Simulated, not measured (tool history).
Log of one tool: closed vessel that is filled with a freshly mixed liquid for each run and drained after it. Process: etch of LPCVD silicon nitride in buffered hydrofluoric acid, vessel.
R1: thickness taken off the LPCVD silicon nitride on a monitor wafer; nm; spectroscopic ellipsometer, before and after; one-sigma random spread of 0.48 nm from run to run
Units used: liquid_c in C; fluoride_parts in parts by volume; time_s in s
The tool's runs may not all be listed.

{"run": 1, "hour": 0.0, "liquid_c": 22.0, "fluoride_parts": 18, "time_s": 3035, "R1": 26.302}
{"run": 2, "hour": 7.1, "liquid_c": 23.0, "fluoride_parts": 17, "time_s": 3035, "R1": 29.686}
{"run": 3, "hour": 12.1, "liquid_c": 26.5, "fluoride_parts": 17, "time_s": 3035, "R1": 35.529}
{"run": 4, "hour": 18.2, "liquid_c": 26.5, "fluoride_parts": 17, "time_s": 3035, "R1": 35.648}
{"run": 5, "hour": 26.7, "liquid_c": 27.0, "fluoride_parts": 16, "time_s": 3035, "R1": 39.007}
{"run": 6, "hour": 33.0, "liquid_c": 27.0, "fluoride_parts": 12, "time_s": 3035, "R1": 51.403}
{"run": 7, "hour": 41.2, "liquid_c": 27.5, "fluoride_parts": 12, "time_s": 3035, "R1": 52.228}

Run 8, settings as shown, results not yet in. Your forecast:
{"run": 8, "hour": 43.6, "liquid_c": 29.0, "fluoride_parts": 11, "time_s": 3035, "R1": "?"}

Run 8 produced R1 61.670 nm.
